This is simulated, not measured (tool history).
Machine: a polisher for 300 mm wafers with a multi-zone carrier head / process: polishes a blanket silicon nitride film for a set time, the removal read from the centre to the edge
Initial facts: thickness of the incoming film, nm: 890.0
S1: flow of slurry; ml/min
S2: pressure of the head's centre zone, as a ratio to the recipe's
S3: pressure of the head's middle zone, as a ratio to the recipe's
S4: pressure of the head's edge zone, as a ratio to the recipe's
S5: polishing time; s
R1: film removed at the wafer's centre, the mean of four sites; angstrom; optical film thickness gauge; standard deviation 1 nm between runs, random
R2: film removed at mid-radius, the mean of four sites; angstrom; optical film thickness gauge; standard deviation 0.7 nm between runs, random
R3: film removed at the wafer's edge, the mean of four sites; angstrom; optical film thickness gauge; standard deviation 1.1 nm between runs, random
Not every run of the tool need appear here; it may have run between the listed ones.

run  hour   S1    S2    S3    S4  S5      R1      R2      R3
  1     0  180     1     1     1  40  995.27  990.48  994.39
  2   3.9  180     1     1     1  44    1073  1083.7    1082
  3   9.8  180     1     1  1.05  44  1063.7  1087.3    1088
  4  18.6  200     1     1  1.05  44    1087  1101.7  1163.3
  5  23.6  185  0.98     1  1.03  43  1044.6  1064.1  1065.2
     29.5  -- worn pad replaced by a new one
  6  29.5  175  0.95     1  1.03  42  1082.6  1109.3  1134.2
  7  37.6  180  0.98  1.03  1.03  41    1074  1118.2  1129.2
  8  39.8  165  0.95  1.02  0.99  39  994.25  1044.8    1024

What will run 9 give?
  9  41.4  130  0.85  0.98  0.89  33   ?   ?   ?

Run 9 came out at R1 730.38 angstrom, R2 817.64 angstrom, R3 812.58 angstrom.
